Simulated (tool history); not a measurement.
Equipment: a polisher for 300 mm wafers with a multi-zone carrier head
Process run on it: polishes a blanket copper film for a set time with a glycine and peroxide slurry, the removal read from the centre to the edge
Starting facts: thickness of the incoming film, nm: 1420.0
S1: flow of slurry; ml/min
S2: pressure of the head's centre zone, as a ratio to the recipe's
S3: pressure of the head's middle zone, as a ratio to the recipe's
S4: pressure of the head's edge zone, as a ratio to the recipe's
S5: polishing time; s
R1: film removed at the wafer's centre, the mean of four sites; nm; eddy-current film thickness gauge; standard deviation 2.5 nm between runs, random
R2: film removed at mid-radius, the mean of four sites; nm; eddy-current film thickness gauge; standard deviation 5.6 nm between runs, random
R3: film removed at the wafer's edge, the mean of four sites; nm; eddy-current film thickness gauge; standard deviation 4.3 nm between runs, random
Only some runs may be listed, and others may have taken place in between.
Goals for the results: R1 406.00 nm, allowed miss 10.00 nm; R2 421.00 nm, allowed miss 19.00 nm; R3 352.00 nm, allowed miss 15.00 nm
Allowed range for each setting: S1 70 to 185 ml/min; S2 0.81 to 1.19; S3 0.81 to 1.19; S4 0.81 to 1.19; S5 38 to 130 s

Run 1, hour 0.0: S1 120 ml/min, S2 1.00, S3 1.00, S4 1.00, S5 84 s. Result: R1 349.30 nm, R2 364.86 nm, R3 351.85 nm.
Run 2, hour 1.6: S1 130 ml/min, S2 1.01, S3 1.01, S4 0.99, S5 84 s. Result: R1 354.55 nm, R2 374.94 nm, R3 355.57 nm.
Run 3, hour 9.8: S1 135 ml/min, S2 1.03, S3 1.02, S4 0.98, S5 84 s. Result: R1 369.79 nm, R2 382.38 nm, R3 350.46 nm.
Run 4, hour 12.9: S1 140 ml/min, S2 1.03, S3 1.03, S4 0.98, S5 84 s. Result: R1 369.66 nm, R2 389.84 nm, R3 355.07 nm.
Run 5, hour 15.8: S1 145 ml/min, S2 1.04, S3 1.03, S4 0.97, S5 84 s. Result: R1 374.00 nm, R2 389.89 nm, R3 355.21 nm.
Run 6, hour 21.0: S1 145 ml/min, S2 1.04, S3 1.03, S4 0.97, S5 69 s. Result: R1 310.63 nm, R2 315.64 nm, R3 291.98 nm.
Run 7, hour 25.8: S1 150 ml/min, S2 1.06, S3 1.05, S4 0.98, S5 70 s. Result: R1 319.07 nm, R2 335.47 nm, R3 304.08 nm.
Run 8, hour 33.0: S1 155 ml/min, S2 1.08, S3 1.06, S4 0.98, S5 71 s. Result: R1 333.37 nm, R2 341.01 nm, R3 309.12 nm.

Exactly one of the 5 candidate moves below puts every result within its allowed miss. Which one?
Run A, hour 40.2: S1 185 ml/min, S2 1.12, S3 1.12, S4 0.94, S5 81 s. Result: R1 ?, R2 ?, R3 ?.
Run B, hour 40.2: S1 145 ml/min, S2 1.03, S3 0.81, S4 1.19, S5 71 s. Result: R1 ?, R2 ?, R3 ?.
Run C, hour 40.2: S1 150 ml/min, S2 1.18, S3 1.19, S4 0.89, S5 63 s. Result: R1 ?, R2 ?, R3 ?.
Run D, hour 40.2: S1 170 ml/min, S2 1.12, S3 1.02, S4 0.99, S5 88 s. Result: R1 ?, R2 ?, R3 ?.
Run E, hour 40.2: S1 130 ml/min, S2 0.95, S3 0.85, S4 1.19, S5 70 s. Result: R1 ?, R2 ?, R3 ?.

move      R1      R2      R3
   A  405.73  421.45  355.88
   B  314.50  269.42  341.00
   C  316.46  332.63  262.40
   D  433.57  416.83  392.73
   E  282.10  269.81  330.32
A: every result lands within tolerance
B: misses by more than the last run did
C: misses by more than the last run did
D: carries the result that was furthest off beyond its target, to the other side
E: misses by more than the last run did
Go with A: it meets all targets.
